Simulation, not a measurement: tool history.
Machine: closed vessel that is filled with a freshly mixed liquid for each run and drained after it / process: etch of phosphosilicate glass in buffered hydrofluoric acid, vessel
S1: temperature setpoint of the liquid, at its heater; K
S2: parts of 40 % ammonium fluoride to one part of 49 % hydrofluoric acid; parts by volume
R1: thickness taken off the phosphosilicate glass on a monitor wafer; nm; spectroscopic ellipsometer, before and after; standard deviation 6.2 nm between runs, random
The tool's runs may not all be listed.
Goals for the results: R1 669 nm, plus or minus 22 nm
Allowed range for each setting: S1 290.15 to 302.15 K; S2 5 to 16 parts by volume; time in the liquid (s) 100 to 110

Run 1, day 0: S1 294.15 K, S2 9.5 parts by volume, time in the liquid (s) 100. Result: R1 316.26 nm.
Run 2, day 0.317: S1 297.15 K, S2 9.5 parts by volume, time in the liquid (s) 100. Result: R1 368.77 nm.
Run 3, day 0.575: S1 298.15 K, S2 9 parts by volume, time in the liquid (s) 100. Result: R1 415.84 nm.
Run 4, day 0.771: S1 301.15 K, S2 9 parts by volume, time in the liquid (s) 100. Result: R1 488.96 nm.
Run 5, day 1.017: S1 301.15 K, S2 9 parts by volume, time in the liquid (s) 110. Result: R1 533.5 nm.
Run 6, day 1.358: S1 302.15 K, S2 9 parts by volume, time in the liquid (s) 110. Result: R1 557.02 nm.
Run 7, day 1.7: S1 302.15 K, S2 8.5 parts by volume, time in the liquid (s) 110. Result: R1 584.48 nm.
Run 8, day 1.929: S1 302.15 K, S2 8 parts by volume, time in the liquid (s) 110. Result: R1 613.97 nm.

Pick the move, out of 5, that brings all results within their allowed miss; only one does.
Run A, day 2.158: S1 301.65 K, S2 6.5 parts by volume, time in the liquid (s) 110. Result: R1 ?.
Run B, day 2.158: S1 301.15 K, S2 7 parts by volume, time in the liquid (s) 110. Result: R1 ?.
Run C, day 2.158: S1 298.65 K, S2 7 parts by volume, time in the liquid (s) 110. Result: R1 ?.
Run D, day 2.158: S1 302.15 K, S2 6.5 parts by volume, time in the liquid (s) 110. Result: R1 ?.
Run E, day 2.158: S1 302.15 K, S2 8 parts by volume, time in the liquid (s) 100. Result: R1 ?.

move      R1
   A  735.42
   B   661.2
   C  578.44
   D  755.09
   E  548.43
A: takes the result that was furthest off past its target
B: every result within its allowed miss
C: lands further from the targets than the last run did
D: takes the result that was furthest off past its target
E: lands further from the targets than the last run did
Answer: B

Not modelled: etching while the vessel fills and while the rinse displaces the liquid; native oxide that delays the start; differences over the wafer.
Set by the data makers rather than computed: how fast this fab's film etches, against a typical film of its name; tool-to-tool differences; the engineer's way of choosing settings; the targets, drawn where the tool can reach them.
